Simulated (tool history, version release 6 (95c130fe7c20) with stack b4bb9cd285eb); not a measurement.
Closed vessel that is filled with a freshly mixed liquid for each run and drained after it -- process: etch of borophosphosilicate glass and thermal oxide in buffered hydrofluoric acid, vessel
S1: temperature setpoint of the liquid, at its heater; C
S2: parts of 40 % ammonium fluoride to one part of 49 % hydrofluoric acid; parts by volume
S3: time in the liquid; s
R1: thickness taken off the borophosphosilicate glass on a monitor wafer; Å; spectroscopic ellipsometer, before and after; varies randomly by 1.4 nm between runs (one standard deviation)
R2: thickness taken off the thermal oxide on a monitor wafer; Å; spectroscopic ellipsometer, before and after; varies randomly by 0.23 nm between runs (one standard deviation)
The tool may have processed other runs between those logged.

Run 1, hour 0.0: S1 22.0 C, S2 18.0 parts by volume, S3 60 s. Result: R1 1183.4 Å, R2 350.46 Å.
Run 2, hour 2.8: S1 24.0 C, S2 18.0 parts by volume, S3 60 s. Result: R1 1282.4 Å, R2 389.70 Å.
Run 3, hour 10.0: S1 25.0 C, S2 17.5 parts by volume, S3 60 s. Result: R1 1407.1 Å, R2 421.23 Å.
Run 4, hour 14.6: S1 25.0 C, S2 17.5 parts by volume, S3 50 s. Result: R1 1149.7 Å, R2 354.85 Å.
Run 5, hour 21.7: S1 26.0 C, S2 16.5 parts by volume, S3 50 s. Result: R1 1315.8 Å, R2 394.64 Å.
Run 6, hour 23.5: S1 24.5 C, S2 16.5 parts by volume, S3 50 s. Result: R1 1198.4 Å, R2 362.61 Å.
Run 7, hour 32.2: S1 26.0 C, S2 16.0 parts by volume, S3 50 s. Result: R1 1352.4 Å, R2 403.60 Å.
Run 8, hour 40.4: S1 27.5 C, S2 16.0 parts by volume, S3 50 s. Result: R1 1458.5 Å, R2 439.58 Å.
At hour 41.6: thermometer replaced.
Run 9, hour 41.6: S1 28.5 C, S2 16.0 parts by volume, S3 50 s. Result: R1 1457.7 Å, R2 443.60 Å.
Run 10, hour 47.3: S1 29.0 C, S2 15.5 parts by volume, S3 50 s. Result: R1 1542.2 Å, R2 465.70 Å.

What will run 11 give?
Run 11, hour 51.8: S1 29.5 C, S2 15.5 parts by volume, S3 50 s. Result: R1 ?, R2 ?.

{"run 11": {"R1": 1582.1, "R2": 480.25}}
